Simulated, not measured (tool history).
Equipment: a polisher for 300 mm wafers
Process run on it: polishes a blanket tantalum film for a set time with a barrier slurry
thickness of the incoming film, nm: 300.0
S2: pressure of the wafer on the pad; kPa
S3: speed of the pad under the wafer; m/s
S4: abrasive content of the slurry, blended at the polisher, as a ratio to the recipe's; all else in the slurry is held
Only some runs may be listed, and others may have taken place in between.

Run 1, hour 0: flow of slurry (ml/min) 145, S2 11 kPa, S3 1.22 m/s, S4 1, polishing time (s) 42. Result: film removed (Å) 696.45.
Run 2, hour 1.6: flow of slurry (ml/min) 145, S2 11 kPa, S3 1.08 m/s, S4 1, polishing time (s) 42. Result: film removed (Å) 646.64.
Run 3, hour 3.2: flow of slurry (ml/min) 145, S2 11 kPa, S3 1.08 m/s, S4 1, polishing time (s) 37. Result: film removed (Å) 564.25.
Run 4, hour 5.2: flow of slurry (ml/min) 160, S2 11 kPa, S3 1.08 m/s, S4 1, polishing time (s) 37. Result: film removed (Å) 575.76.
Run 5, hour 12: flow of slurry (ml/min) 160, S2 13.1 kPa, S3 1.08 m/s, S4 1, polishing time (s) 37. Result: film removed (Å) 675.39.
Run 6, hour 16.1: flow of slurry (ml/min) 160, S2 10.3 kPa, S3 1.08 m/s, S4 1, polishing time (s) 37. Result: film removed (Å) 535.23.

Estimate the outcome of run 7 from the log above:
Run 7, hour 20.5: flow of slurry (ml/min) 160, S2 13.1 kPa, S3 1.08 m/s, S4 1, polishing time (s) 37. Result: film removed (Å) ?.

{"run 7": {"film removed (Å)": 681.58}}
